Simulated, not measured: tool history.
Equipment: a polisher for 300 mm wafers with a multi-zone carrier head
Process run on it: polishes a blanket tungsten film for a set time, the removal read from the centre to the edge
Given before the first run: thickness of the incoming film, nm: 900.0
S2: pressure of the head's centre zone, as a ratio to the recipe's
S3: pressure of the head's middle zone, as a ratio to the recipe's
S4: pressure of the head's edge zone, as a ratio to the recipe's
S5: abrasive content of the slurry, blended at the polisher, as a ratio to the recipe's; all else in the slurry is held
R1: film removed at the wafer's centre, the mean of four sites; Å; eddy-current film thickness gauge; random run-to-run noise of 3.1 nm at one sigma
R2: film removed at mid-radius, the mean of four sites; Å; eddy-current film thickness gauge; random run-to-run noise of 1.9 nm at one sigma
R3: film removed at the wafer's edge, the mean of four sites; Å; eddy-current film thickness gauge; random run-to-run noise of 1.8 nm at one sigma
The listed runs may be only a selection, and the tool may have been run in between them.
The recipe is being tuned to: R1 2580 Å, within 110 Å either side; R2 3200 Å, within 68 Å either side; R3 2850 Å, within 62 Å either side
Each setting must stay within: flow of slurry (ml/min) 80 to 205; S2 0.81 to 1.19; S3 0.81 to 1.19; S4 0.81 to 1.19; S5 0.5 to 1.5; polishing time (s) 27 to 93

Run 1, hour 0: flow of slurry (ml/min) 135, S2 1, S3 1, S4 1, S5 1, polishing time (s) 59. Result: R1 2511 Å, R2 2480.6 Å, R3 2466.2 Å.
Run 2, hour 7.3: flow of slurry (ml/min) 145, S2 0.98, S3 1.03, S4 1.02, S5 1, polishing time (s) 59. Result: R1 2474.7 Å, R2 2590.4 Å, R3 2528.2 Å.
Run 3, hour 11.6: flow of slurry (ml/min) 145, S2 0.98, S3 1.03, S4 1.02, S5 0.9, polishing time (s) 59. Result: R1 2452.2 Å, R2 2529.8 Å, R3 2446.6 Å.
Run 4, hour 12.9: flow of slurry (ml/min) 115, S2 0.98, S3 1.03, S4 1.02, S5 0.9, polishing time (s) 59. Result: R1 2242.8 Å, R2 2388.7 Å, R3 2378.9 Å.
Run 5, hour 21.8: flow of slurry (ml/min) 115, S2 0.98, S3 1.03, S4 1.02, S5 0.9, polishing time (s) 51. Result: R1 2003.7 Å, R2 2077.6 Å, R3 2040.4 Å.
Run 6, hour 26.2: flow of slurry (ml/min) 115, S2 0.98, S3 1.03, S4 1.02, S5 0.9, polishing time (s) 40. Result: R1 1549.4 Å, R2 1615.3 Å, R3 1587.4 Å.
Run 7, hour 33.8: flow of slurry (ml/min) 125, S2 0.98, S3 1.06, S4 1.05, S5 1, polishing time (s) 43. Result: R1 1749.5 Å, R2 1873.9 Å, R3 1814 Å.
Run 8, hour 40.7: flow of slurry (ml/min) 135, S2 0.98, S3 1.08, S4 1.07, S5 1.1, polishing time (s) 45. Result: R1 1928.3 Å, R2 2079 Å, R3 1979.1 Å.
Run 9, hour 49.5: flow of slurry (ml/min) 145, S2 0.97, S3 1.1, S4 1.09, S5 1.2, polishing time (s) 46. Result: R1 2018.2 Å, R2 2248.1 Å, R3 2087 Å.
Run 10, hour 58.4: flow of slurry (ml/min) 150, S2 0.96, S3 1.11, S4 1.11, S5 1.25, polishing time (s) 48. Result: R1 2085.8 Å, R2 2395.7 Å, R3 2250.3 Å.
Run 11, hour 64: flow of slurry (ml/min) 160, S2 0.96, S3 1.12, S4 1.12, S5 1.3, polishing time (s) 49. Result: R1 2190.6 Å, R2 2501.3 Å, R3 2319 Å.
Run 12, hour 70.5: flow of slurry (ml/min) 165, S2 0.95, S3 1.13, S4 1.13, S5 1.35, polishing time (s) 50. Result: R1 2271.4 Å, R2 2605.9 Å, R3 2438.5 Å.
Run 13, hour 77.4: flow of slurry (ml/min) 170, S2 0.94, S3 1.14, S4 1.13, S5 1.4, polishing time (s) 51. Result: R1 2308 Å, R2 2743 Å, R3 2514.7 Å.
Run 14, hour 80.2: flow of slurry (ml/min) 175, S2 0.94, S3 1.15, S4 1.14, S5 1.4, polishing time (s) 52. Result: R1 2359.4 Å, R2 2814.6 Å, R3 2572.6 Å.
Run 15, hour 84: flow of slurry (ml/min) 180, S2 0.94, S3 1.16, S4 1.15, S5 1.4, polishing time (s) 53. Result: R1 2362.3 Å, R2 2956.4 Å, R3 2634.1 Å.
Run 16, hour 90.9: flow of slurry (ml/min) 185, S2 0.94, S3 1.16, S4 1.16, S5 1.4, polishing time (s) 53. Result: R1 2426.2 Å, R2 2947.9 Å, R3 2668.8 Å.

Next run, 4 choices. One meets every target within its allowed miss, the rest don't. Which?
Run A, hour 97.8: flow of slurry (ml/min) 190, S2 1, S3 1.16, S4 1.12, S5 1.5, polishing time (s) 56. Result: R1 ?, R2 ?, R3 ?.
Run B, hour 97.8: flow of slurry (ml/min) 155, S2 0.97, S3 1.15, S4 1.09, S5 1.35, polishing time (s) 57. Result: R1 ?, R2 ?, R3 ?.
Run C, hour 97.8: flow of slurry (ml/min) 145, S2 0.95, S3 1.19, S4 1.16, S5 1.5, polishing time (s) 58. Result: R1 ?, R2 ?, R3 ?.
Run D, hour 97.8: flow of slurry (ml/min) 190, S2 0.95, S3 1.19, S4 1.1, S5 1.5, polishing time (s) 55. Result: R1 ?, R2 ?, R3 ?.

move      R1      R2      R3
   A  2868.6  3183.1  2829.5
   B  2649.4  3022.5  2701.4
   C  2667.8  3205.9  2867.2
   D    2676    3197  2756.4
A: gets the furthest-off result to its target, but another result is out of tolerance
B: closes in on the targets versus the last run, not all within tolerance yet
C: every result within its allowed miss
D: gets the furthest-off result to its target, but another result is out of tolerance
C is the move that brings every result within its allowed miss.
